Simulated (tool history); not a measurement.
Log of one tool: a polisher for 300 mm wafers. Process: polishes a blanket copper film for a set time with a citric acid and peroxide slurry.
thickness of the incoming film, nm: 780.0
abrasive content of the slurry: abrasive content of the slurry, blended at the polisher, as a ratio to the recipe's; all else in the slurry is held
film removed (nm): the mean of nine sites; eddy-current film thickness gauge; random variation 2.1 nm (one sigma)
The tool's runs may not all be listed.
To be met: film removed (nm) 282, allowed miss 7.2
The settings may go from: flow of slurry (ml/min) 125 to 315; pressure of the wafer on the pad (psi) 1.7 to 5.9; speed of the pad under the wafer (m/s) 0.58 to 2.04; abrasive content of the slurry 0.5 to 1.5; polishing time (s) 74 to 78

run,hour,flow of slurry (ml/min),pressure of the wafer on the pad (psi),speed of the pad under the wafer (m/s),abrasive content of the slurry,polishing time (s),film removed (nm)
1,0,205,3.8,1.3,1,74,246.08
2,2.5,205,3.8,1.58,1,74,297.18
3,4.2,200,3.8,1.58,1,74,297.45
4,7.8,200,3.1,1.58,1,74,251.85
5,13.2,200,3.1,1.58,1,78,267.56
6,14.6,160,3.1,1.58,1,78,259.42
7,19.9,170,3.1,1.58,1,78,260.91
8,27.4,180,3.1,1.58,1,78,263.11
9,32.5,185,3.1,1.58,1,78,263
10,39.9,190,3.1,1.58,1,78,264.94
11,42.7,195,3.1,1.58,1,78,264.22

4 next moves are on the table. One of them brings every result within its allowed miss. Which?
A,45.5,145,3.9,1.6,0.8,75,?
B,45.5,225,3.1,1.5,1.1,78,?
C,45.5,165,3.2,1.56,1.1,74,?
D,45.5,195,3.3,1.7,0.8,75,?

move,film removed (nm)
A,281.4
B,261.23
C,256.85
D,267.65
A: meets every target
B: further off than the last run
C: further off than the last run
D: nearer than the last run, and not there yet
Move A is the one to make.
